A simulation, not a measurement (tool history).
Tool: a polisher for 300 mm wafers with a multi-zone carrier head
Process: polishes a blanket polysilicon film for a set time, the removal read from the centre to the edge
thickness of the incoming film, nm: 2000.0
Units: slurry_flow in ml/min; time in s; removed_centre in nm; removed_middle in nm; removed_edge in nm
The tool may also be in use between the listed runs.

Run 1, hour 0.0: slurry_flow 215 ml/min, centre_zone 1.00, middle_zone 1.00, edge_zone 1.00, time 58 s. Result: removed_centre 398.03 nm, removed_middle 410.75 nm, removed_edge 401.09 nm.
Run 2, hour 1.9: slurry_flow 235 ml/min, centre_zone 1.06, middle_zone 1.00, edge_zone 1.02, time 61 s. Result: removed_centre 445.39 nm, removed_middle 430.66 nm, removed_edge 426.54 nm.
Run 3, hour 3.8: slurry_flow 235 ml/min, centre_zone 1.06, middle_zone 1.08, edge_zone 1.02, time 61 s. Result: removed_centre 445.29 nm, removed_middle 450.15 nm, removed_edge 437.57 nm.
Run 4, hour 7.2: slurry_flow 235 ml/min, centre_zone 1.06, middle_zone 1.08, edge_zone 0.99, time 61 s. Result: removed_centre 437.49 nm, removed_middle 459.69 nm, removed_edge 425.18 nm.
Run 5, hour 10.2: slurry_flow 235 ml/min, centre_zone 1.06, middle_zone 1.08, edge_zone 1.04, time 61 s. Result: removed_centre 445.58 nm, removed_middle 452.96 nm, removed_edge 436.78 nm.
Run 6, hour 17.2: slurry_flow 250 ml/min, centre_zone 1.10, middle_zone 1.05, edge_zone 1.04, time 64 s. Result: removed_centre 497.71 nm, removed_middle 461.10 nm, removed_edge 457.86 nm.

Forecast run 7:
Run 7, hour 26.0: slurry_flow 260 ml/min, centre_zone 1.13, middle_zone 1.06, edge_zone 1.05, time 66 s. Result: removed_centre ?, removed_middle ?, removed_edge ?.

removed_centre: 511.24 nm
removed_middle: 484.34 nm
removed_edge: 474.27 nm
